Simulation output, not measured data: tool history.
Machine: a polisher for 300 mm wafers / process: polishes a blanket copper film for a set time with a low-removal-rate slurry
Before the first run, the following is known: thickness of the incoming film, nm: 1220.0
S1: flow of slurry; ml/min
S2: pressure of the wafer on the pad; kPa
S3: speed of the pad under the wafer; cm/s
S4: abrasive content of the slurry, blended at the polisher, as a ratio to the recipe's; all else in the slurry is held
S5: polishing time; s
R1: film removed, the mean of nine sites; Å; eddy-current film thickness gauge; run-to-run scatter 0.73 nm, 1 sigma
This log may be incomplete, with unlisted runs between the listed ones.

Run 1, hour 0.0: S1 300 ml/min, S2 15.2 kPa, S3 110 cm/s, S4 1.0, S5 39 s. Result: R1 925.31 Å.
Run 2, hour 5.2: S1 335 ml/min, S2 15.2 kPa, S3 110 cm/s, S4 1.0, S5 39 s. Result: R1 941.75 Å.
Run 3, hour 9.6: S1 335 ml/min, S2 15.2 kPa, S3 134 cm/s, S4 1.0, S5 39 s. Result: R1 1137.50 Å.
Run 4, hour 14.7: S1 335 ml/min, S2 13.8 kPa, S3 134 cm/s, S4 1.0, S5 39 s. Result: R1 1059.00 Å.
Run 5, hour 21.2: S1 370 ml/min, S2 13.8 kPa, S3 134 cm/s, S4 1.0, S5 39 s. Result: R1 1046.20 Å.
Run 6, hour 26.7: S1 370 ml/min, S2 13.1 kPa, S3 132 cm/s, S4 1.0, S5 39 s. Result: R1 992.99 Å.
Run 7, hour 35.7: S1 370 ml/min, S2 12.4 kPa, S3 130 cm/s, S4 1.0, S5 39 s. Result: R1 935.55 Å.
At hour 41.2: worn pad replaced by a new one.
Run 8, hour 41.2: S1 370 ml/min, S2 11.7 kPa, S3 128 cm/s, S4 1.0, S5 39 s. Result: R1 910.22 Å.

For run 9, what comes out?
Run 9, hour 50.0: S1 370 ml/min, S2 11.0 kPa, S3 124 cm/s, S4 1.0, S5 39 s. Result: R1 ?.

Run 9 gave R1 837.44 Å.

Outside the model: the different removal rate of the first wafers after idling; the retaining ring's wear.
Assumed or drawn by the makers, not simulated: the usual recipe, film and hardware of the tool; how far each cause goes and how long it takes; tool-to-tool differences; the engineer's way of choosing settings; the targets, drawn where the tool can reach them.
